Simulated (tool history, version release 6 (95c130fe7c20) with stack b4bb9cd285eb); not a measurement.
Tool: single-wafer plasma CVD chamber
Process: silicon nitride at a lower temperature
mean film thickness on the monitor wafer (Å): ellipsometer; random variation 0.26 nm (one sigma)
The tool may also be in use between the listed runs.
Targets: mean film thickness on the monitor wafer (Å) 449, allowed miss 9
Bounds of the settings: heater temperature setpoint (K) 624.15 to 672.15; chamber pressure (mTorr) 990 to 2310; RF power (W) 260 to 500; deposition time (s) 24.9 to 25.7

run,hour,heater temperature setpoint (K),chamber pressure (mTorr),RF power (W),deposition time (s),mean film thickness on the monitor wafer (Å)
1,0,648.15,1650,380,24.9,357.05
2,6.6,648.15,1750,400,25,377.2
3,8.9,648.15,1870,400,25,386.01
4,16.1,640.15,1870,400,25,384.99
5,16.8,640.15,1870,445,25,419.69
6,18.2,640.15,1930,445,25,422.6
7,24.6,640.15,1980,445,25,426.97
8,27.8,640.15,2020,445,25,424.67
9,35.1,640.15,2200,470,25.1,459.71

Which of these 4 next moves meets every target?
A,42.4,640.15,2120,480,25.7,?
B,42.4,644.15,2120,470,25,?
C,42.4,644.15,2310,470,25.3,?
D,42.4,643.15,2310,485,25.1,?

move,mean film thickness on the monitor wafer (Å)
A,475.64
B,456.35
C,473.61
D,478.79
A: further off than the last run
B: meets every target
C: further off than the last run
D: further off than the last run
Move B is the one to make.
